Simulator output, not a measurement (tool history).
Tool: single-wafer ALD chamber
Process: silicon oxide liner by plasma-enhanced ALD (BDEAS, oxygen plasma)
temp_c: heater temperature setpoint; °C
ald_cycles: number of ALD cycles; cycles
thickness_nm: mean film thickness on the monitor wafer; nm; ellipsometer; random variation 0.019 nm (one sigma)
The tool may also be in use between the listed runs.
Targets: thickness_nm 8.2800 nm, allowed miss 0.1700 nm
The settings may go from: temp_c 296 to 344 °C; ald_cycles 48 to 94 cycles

| run | day | temp_c | ald_cycles | thickness_nm |
|---|---|---|---|---|
| 1 | 0.000 | 320 | 71 | 6.7466 |
| 2 | 0.038 | 320 | 80 | 7.5800 |
| 3 | 0.271 | 330 | 80 | 7.5168 |
| 4 | 0.350 | 330 | 82 | 7.7066 |
| 5 | 0.496 | 330 | 83 | 7.8148 |
| 6 | 0.875 | 336 | 83 | 7.7394 |
| 7 | 0.962 | 336 | 84 | 7.8486 |
| 8 | 1.146 | 336 | 85 | 7.9390 |
| 9 | 1.250 | 336 | 86 | 7.9932 |
| 10 | 1.600 | 336 | 87 | 8.0941 |

Which of these 4 next moves meets every target?
| A | 1.950 | 334 | 83 | ? |
| B | 1.950 | 334 | 89 | ? |
| C | 1.950 | 344 | 85 | ? |
| D | 1.950 | 339 | 84 | ? |

| move | thickness_nm |
|---|---|
| A | 7.7692 |
| B | 8.3309 |
| C | 7.8547 |
| D | 7.8126 |
A: further off than the last run
B: meets every target
C: further off than the last run
D: further off than the last run
Answer: B

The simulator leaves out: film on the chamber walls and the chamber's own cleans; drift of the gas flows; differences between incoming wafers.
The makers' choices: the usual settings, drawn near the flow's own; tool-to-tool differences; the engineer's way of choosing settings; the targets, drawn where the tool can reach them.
